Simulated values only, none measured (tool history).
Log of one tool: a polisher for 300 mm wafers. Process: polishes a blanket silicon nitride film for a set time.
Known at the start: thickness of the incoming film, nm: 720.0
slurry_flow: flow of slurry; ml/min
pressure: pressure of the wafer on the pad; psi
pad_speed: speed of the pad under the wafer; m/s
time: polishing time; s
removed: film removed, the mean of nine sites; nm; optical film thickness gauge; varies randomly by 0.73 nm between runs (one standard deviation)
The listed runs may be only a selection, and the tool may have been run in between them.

| run | hour | slurry_flow | pressure | pad_speed | time | removed |
|---|---|---|---|---|---|---|
| 1 | 0.0 | 280 | 4.1 | 0.86 | 101 | 150.380 |
| 2 | 7.2 | 340 | 4.1 | 0.86 | 101 | 152.020 |
| 3 | 8.0 | 340 | 3.8 | 0.86 | 101 | 145.050 |
| 4 | 11.7 | 340 | 3.8 | 0.86 | 101 | 143.140 |
|  | 18.2 | head pressure recalibrated |
| 5 | 18.2 | 340 | 3.8 | 1.04 | 101 | 174.860 |
| 6 | 25.5 | 340 | 3.8 | 1.04 | 101 | 174.630 |
| 7 | 29.2 | 335 | 3.3 | 0.98 | 101 | 150.130 |
| 8 | 32.5 | 335 | 3.0 | 0.90 | 101 | 133.680 |
| 9 | 40.7 | 335 | 2.7 | 0.84 | 101 | 114.850 |
| 10 | 46.7 | 335 | 2.5 | 0.80 | 101 | 107.870 |
| 11 | 53.0 | 335 | 2.4 | 0.76 | 101 | 99.757 |

For run 12, what comes out?
| 12 | 54.6 | 335 | 2.3 | 0.74 | 101 | ? |

For run 12 the tool returned removed 94.752 nm.
